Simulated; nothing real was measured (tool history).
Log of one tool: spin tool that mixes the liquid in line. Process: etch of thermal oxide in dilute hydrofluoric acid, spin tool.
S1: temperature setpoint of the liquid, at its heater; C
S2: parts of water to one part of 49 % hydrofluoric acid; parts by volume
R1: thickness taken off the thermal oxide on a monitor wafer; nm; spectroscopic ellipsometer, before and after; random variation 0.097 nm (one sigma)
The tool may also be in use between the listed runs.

Run 1, hour 0: S1 26 C, S2 95 parts by volume, time under the liquid (s) 285. Result: R1 16.102 nm.
Run 2, hour 2.4: S1 27.5 C, S2 95 parts by volume, time under the liquid (s) 285. Result: R1 16.894 nm.
Run 3, hour 4.4: S1 28.5 C, S2 95 parts by volume, time under the liquid (s) 285. Result: R1 17.46 nm.
Run 4, hour 10.6: S1 25.5 C, S2 95 parts by volume, time under the liquid (s) 285. Result: R1 15.683 nm.
Run 5, hour 12.4: S1 28 C, S2 95 parts by volume, time under the liquid (s) 285. Result: R1 17.235 nm.
Run 6, hour 15.8: S1 28 C, S2 95 parts by volume, time under the liquid (s) 305. Result: R1 18.463 nm.
Run 7, hour 22.9: S1 29 C, S2 95 parts by volume, time under the liquid (s) 305. Result: R1 19.086 nm.

Forecast run 8:
Run 8, hour 29.4: S1 29 C, S2 95 parts by volume, time under the liquid (s) 305. Result: R1 ?.

R1: 19.262 nm
